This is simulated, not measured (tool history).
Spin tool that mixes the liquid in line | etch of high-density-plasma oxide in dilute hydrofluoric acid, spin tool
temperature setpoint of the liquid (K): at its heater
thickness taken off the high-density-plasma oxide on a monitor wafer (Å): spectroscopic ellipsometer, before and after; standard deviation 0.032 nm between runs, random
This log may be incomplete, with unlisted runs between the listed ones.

| run | day | temperature setpoint of the liquid (K) | parts of water to one part of 49 % hydrofluoric acid (parts by volume) | time under the liquid (s) | thickness taken off the high-density-plasma oxide on a monitor wafer (Å) |
|---|---|---|---|---|---|
| 1 | 0.000 | 298.15 | 50 | 40 | 42.169 |
| 2 | 0.025 | 298.15 | 30 | 40 | 72.659 |
| 3 | 0.204 | 297.15 | 30 | 40 | 68.809 |
| 4 | 0.500 | 297.15 | 30 | 40 | 69.449 |
| 5 | 0.871 | 297.15 | 20 | 40 | 105.700 |
| 6 | 1.004 | 295.15 | 20 | 40 | 96.215 |
| 7 | 1.054 | 294.15 | 25 | 40 | 74.123 |
| 8 | 1.138 | 293.15 | 25 | 40 | 70.372 |

Forecast run 9:
| 9 | 1.412 | 292.65 | 25 | 40 | ? |

Run 9 yielded thickness taken off the high-density-plasma oxide on a monitor wafer (Å) 69.267.

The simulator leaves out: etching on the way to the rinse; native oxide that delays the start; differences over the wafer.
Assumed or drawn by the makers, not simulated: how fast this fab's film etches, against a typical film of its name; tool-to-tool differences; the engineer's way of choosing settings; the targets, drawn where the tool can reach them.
